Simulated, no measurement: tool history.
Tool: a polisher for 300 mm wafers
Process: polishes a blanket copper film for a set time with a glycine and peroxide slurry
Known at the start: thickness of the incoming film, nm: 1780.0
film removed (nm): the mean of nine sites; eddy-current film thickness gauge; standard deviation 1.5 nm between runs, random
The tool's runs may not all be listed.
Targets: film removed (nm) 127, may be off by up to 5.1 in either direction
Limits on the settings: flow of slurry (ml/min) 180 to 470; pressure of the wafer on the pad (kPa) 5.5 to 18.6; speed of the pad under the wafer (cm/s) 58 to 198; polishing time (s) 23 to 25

run  hour  flow of slurry (ml/min)  pressure of the wafer on the pad (kPa)  speed of the pad under the wafer (cm/s)  polishing time (s)  film removed (nm)
  1     0                      300                                    11.7                                      128                  25             104.67
  2   6.4                      300                                    11.7                                      104                  25             91.676
  3   8.2                      300                                    11.7                                      104                  23             83.202
  4  17.2                      300                                    13.1                                      106                  23             92.133
  5  19.8                      300                                    13.1                                      106                  25             100.14
  6    26                      300                                    13.1                                      106                  23             91.712
  7  34.1                      300                                    14.5                                      108                  23             99.798
  8  35.4                      300                                    15.9                                      110                  23             109.59
  9    37                      300                                    16.5                                      110                  23             113.61

Next run, 4 choices. One meets every target within its allowed miss, the rest don't. Which?
  A  38.6                      210                                    17.2                                      130                  25                  ?
  B  38.6                      230                                    18.6                                      100                  25                  ?
  C  38.6                      260                                    18.6                                      112                  25                  ?
  D  38.6                      325                                    15.9                                      138                  24                  ?

move  film removed (nm)
   A             143.15
   B             125.73
   C             137.99
   D             137.87
A: the result that was furthest off in the last run now lies on the other side of its target
B: every result within its allowed miss
C: the result that was furthest off in the last run now lies on the other side of its target
D: the result that was furthest off in the last run now lies on the other side of its target
B is the move that brings every result within its allowed miss.

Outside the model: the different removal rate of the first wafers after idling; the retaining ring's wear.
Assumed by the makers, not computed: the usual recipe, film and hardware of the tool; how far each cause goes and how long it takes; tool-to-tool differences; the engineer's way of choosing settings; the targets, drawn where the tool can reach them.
